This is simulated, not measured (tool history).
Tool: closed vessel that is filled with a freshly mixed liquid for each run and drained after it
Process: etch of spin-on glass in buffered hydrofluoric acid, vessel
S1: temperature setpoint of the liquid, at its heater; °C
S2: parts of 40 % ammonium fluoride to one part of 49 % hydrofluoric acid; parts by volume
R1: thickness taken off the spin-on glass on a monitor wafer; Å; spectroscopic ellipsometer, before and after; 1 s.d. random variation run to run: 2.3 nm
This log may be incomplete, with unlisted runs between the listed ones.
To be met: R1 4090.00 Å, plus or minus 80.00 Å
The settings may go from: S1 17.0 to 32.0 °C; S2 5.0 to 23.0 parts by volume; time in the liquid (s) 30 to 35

{"run": 1, "hour": 0.0, "S1": 24.0, "S2": 14.0, "time in the liquid (s)": 35, "R1": 1314.1}
{"run": 2, "hour": 5.2, "S1": 24.0, "S2": 14.0, "time in the liquid (s)": 30, "R1": 1130.9}
{"run": 3, "hour": 6.1, "S1": 21.5, "S2": 14.0, "time in the liquid (s)": 30, "R1": 983.69}
{"run": 4, "hour": 13.9, "S1": 22.5, "S2": 13.0, "time in the liquid (s)": 30, "R1": 1117.5}
{"hour": 17.3, "done": "hydrofluoric acid flow meter replaced"}
{"run": 5, "hour": 17.3, "S1": 22.5, "S2": 13.0, "time in the liquid (s)": 30, "R1": 1250.9}
{"run": 6, "hour": 20.0, "S1": 22.5, "S2": 13.0, "time in the liquid (s)": 35, "R1": 1445.1}
{"run": 7, "hour": 27.7, "S1": 26.5, "S2": 8.5, "time in the liquid (s)": 35, "R1": 2656.0}
{"run": 8, "hour": 32.8, "S1": 27.0, "S2": 8.5, "time in the liquid (s)": 35, "R1": 2720.5}
{"run": 9, "hour": 41.3, "S1": 27.5, "S2": 8.5, "time in the liquid (s)": 35, "R1": 2791.0}
{"run": 10, "hour": 50.1, "S1": 28.0, "S2": 8.5, "time in the liquid (s)": 35, "R1": 2899.7}
{"run": 11, "hour": 51.3, "S1": 28.5, "S2": 8.5, "time in the liquid (s)": 35, "R1": 2928.2}
{"run": 12, "hour": 56.9, "S1": 29.0, "S2": 8.5, "time in the liquid (s)": 35, "R1": 3019.3}
{"run": 13, "hour": 61.8, "S1": 29.5, "S2": 8.5, "time in the liquid (s)": 35, "R1": 3129.9}
{"run": 14, "hour": 68.0, "S1": 30.0, "S2": 8.5, "time in the liquid (s)": 35, "R1": 3167.0}
{"run": 15, "hour": 71.1, "S1": 30.0, "S2": 8.5, "time in the liquid (s)": 35, "R1": 3196.5}
{"run": 16, "hour": 80.4, "S1": 31.0, "S2": 7.5, "time in the liquid (s)": 35, "R1": 3845.1}
{"run": 17, "hour": 82.9, "S1": 31.5, "S2": 7.5, "time in the liquid (s)": 35, "R1": 3922.7}

Next run, 4 choices. One meets every target within its allowed miss, the rest don't. Which?
{"run": "A", "hour": 85.4, "S1": 32.0, "S2": 7.5, "time in the liquid (s)": 35, "R1": "?"}
{"run": "B", "hour": 85.4, "S1": 30.5, "S2": 6.5, "time in the liquid (s)": 35, "R1": "?"}
{"run": "C", "hour": 85.4, "S1": 32.0, "S2": 7.0, "time in the liquid (s)": 35, "R1": "?"}
{"run": "D", "hour": 85.4, "S1": 32.0, "S2": 6.0, "time in the liquid (s)": 30, "R1": "?"}

move=A R1=4060.80
move=B R1=4314.60
move=C R1=4374.10
move=D R1=4283.70
A: every result lands within tolerance
B: takes the result that was furthest off past its target
C: takes the result that was furthest off past its target
D: takes the result that was furthest off past its target
The right move is A.
